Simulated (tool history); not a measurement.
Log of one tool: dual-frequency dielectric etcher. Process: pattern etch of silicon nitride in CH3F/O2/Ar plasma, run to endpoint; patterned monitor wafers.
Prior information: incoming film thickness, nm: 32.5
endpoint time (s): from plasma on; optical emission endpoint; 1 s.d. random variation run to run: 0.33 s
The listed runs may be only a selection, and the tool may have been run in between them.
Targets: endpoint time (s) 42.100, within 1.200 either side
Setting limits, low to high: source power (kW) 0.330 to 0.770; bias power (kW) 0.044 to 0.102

run,hour,source power (kW),bias power (kW),endpoint time (s)
1,0.0,0.550,0.073,46.377
2,0.6,0.550,0.078,46.851
3,5.7,0.580,0.078,45.466
4,12.0,0.600,0.079,44.039
5,18.4,0.640,0.079,43.021
6,25.2,0.640,0.069,45.063
7,31.4,0.650,0.070,44.069
8,38.4,0.660,0.070,44.502
9,40.7,0.670,0.071,44.031
10,41.3,0.680,0.072,43.511

Consider the 4 candidate settings below. Which is the only one whose results all fall within their allowed miss of target?
A,41.9,0.660,0.085,?
B,41.9,0.580,0.076,?
C,41.9,0.630,0.067,?
D,41.9,0.640,0.073,?

move,endpoint time (s)
A,42.010
B,45.616
C,45.598
D,44.316
A: hits every target within its allowed miss
B: its largest miss is bigger than the last run's
C: its largest miss is bigger than the last run's
D: its largest miss is bigger than the last run's
A is the move that brings every result within its allowed miss.
